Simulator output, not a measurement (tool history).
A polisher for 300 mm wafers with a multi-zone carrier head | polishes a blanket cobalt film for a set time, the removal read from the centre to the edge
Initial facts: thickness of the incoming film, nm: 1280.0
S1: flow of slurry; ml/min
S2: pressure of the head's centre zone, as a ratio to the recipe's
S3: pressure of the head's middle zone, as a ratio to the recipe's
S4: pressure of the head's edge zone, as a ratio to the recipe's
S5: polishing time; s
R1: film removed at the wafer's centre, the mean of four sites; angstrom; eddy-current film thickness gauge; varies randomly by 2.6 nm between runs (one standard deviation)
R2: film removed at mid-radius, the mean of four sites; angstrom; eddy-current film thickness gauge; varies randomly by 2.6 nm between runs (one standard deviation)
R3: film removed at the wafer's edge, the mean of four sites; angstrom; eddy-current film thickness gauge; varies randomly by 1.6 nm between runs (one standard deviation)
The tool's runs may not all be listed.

run,hour,S1,S2,S3,S4,S5,R1,R2,R3
1,0,255,1,1,1,48,1983.5,1917.1,2030.3
2,7.6,255,0.97,1,1,48,1909.4,1936.2,2013.8
3,10.1,265,0.99,1.02,1.03,49,1998.7,1950.3,2090.9
4,17.8,265,0.99,1.02,1.03,42,1724.7,1673.7,1795
5,23.2,295,0.99,1.02,1.03,42,1738.1,1728.7,1785.8
6,29.9,295,0.99,0.95,1.03,42,1757.7,1660.8,1795.7
7,37.5,300,1,0.97,1.04,44,1824.4,1761.8,1895.1

For run 8, what comes out?
8,43.2,305,1.02,0.98,1.05,46,?,?,?

R1: 1951.3 angstrom
R2: 1871.6 angstrom
R3: 1982.1 angstrom
